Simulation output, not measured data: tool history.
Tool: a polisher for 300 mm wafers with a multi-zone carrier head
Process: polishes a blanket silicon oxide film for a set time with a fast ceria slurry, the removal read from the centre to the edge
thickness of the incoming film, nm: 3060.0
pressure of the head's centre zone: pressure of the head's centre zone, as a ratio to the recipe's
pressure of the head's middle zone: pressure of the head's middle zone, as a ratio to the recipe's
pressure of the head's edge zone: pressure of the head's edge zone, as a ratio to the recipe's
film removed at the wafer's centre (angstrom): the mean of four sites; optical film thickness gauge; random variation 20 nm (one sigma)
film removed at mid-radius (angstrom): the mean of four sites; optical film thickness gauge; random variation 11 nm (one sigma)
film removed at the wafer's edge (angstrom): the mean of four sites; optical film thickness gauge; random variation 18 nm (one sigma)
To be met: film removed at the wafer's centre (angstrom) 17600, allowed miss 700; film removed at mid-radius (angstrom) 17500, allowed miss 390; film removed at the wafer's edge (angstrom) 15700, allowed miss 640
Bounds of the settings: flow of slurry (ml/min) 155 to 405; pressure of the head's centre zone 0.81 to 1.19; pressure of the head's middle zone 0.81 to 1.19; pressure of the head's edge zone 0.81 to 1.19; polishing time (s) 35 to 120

| run | day | flow of slurry (ml/min) | pressure of the head's centre zone | pressure of the head's middle zone | pressure of the head's edge zone | polishing time (s) | film removed at the wafer's centre (angstrom) | film removed at mid-radius (angstrom) | film removed at the wafer's edge (angstrom) |
|---|---|---|---|---|---|---|---|---|---|
| 1 | 0 | 260 | 1 | 1 | 1 | 77 | 13014 | 13053 | 12883 |
| 2 | 0.125 | 260 | 1 | 0.93 | 1 | 77 | 13297 | 12428 | 12666 |
| 3 | 0.45 | 270 | 1.03 | 0.97 | 1 | 79 | 13638 | 13248 | 13260 |
| 4 | 0.496 | 270 | 1 | 0.97 | 1 | 79 | 13519 | 13204 | 13381 |
| 5 | 0.571 | 315 | 1 | 0.97 | 1 | 79 | 13918 | 13331 | 13127 |
| 6 | 0.596 | 315 | 1 | 0.97 | 1.05 | 79 | 13627 | 13460 | 13507 |
| 7 | 0.825 | 325 | 1.02 | 0.99 | 1.04 | 81 | 14028 | 13814 | 14059 |
| 8 | 0.888 | 335 | 1.03 | 1.01 | 1.01 | 83 | 14785 | 14560 | 14122 |
| 9 | 1.1 | 340 | 1.05 | 1.03 | 1 | 84 | 15306 | 14942 | 14237 |
| 10 | 1.454 | 340 | 1.07 | 1.05 | 1 | 85 | 15545 | 15357 | 14265 |

Which of these 5 next moves meets every target?
| A | 1.808 | 335 | 1.1 | 1.01 | 0.99 | 93 | ? | ? | ? |
| B | 1.808 | 310 | 0.86 | 1.15 | 1.19 | 88 | ? | ? | ? |
| C | 1.808 | 340 | 1.09 | 1.02 | 0.99 | 93 | ? | ? | ? |
| D | 1.808 | 405 | 0.98 | 0.97 | 0.96 | 102 | ? | ? | ? |
| E | 1.808 | 365 | 1.07 | 1.07 | 0.95 | 95 | ? | ? | ? |

| move | film removed at the wafer's centre (angstrom) | film removed at mid-radius (angstrom) | film removed at the wafer's edge (angstrom) |
|---|---|---|---|
| A | 17604 | 16299 | 15551 |
| B | 13415 | 16960 | 16047 |
| C | 17485 | 16439 | 15561 |
| D | 17706 | 17570 | 16978 |
| E | 17673 | 17502 | 15635 |
A: nearer than the last run, and not there yet
B: further off than the last run
C: nearer than the last run, and not there yet
D: brings the result that was furthest off to its target, and leaves another outside
E: meets every target
Answer: E

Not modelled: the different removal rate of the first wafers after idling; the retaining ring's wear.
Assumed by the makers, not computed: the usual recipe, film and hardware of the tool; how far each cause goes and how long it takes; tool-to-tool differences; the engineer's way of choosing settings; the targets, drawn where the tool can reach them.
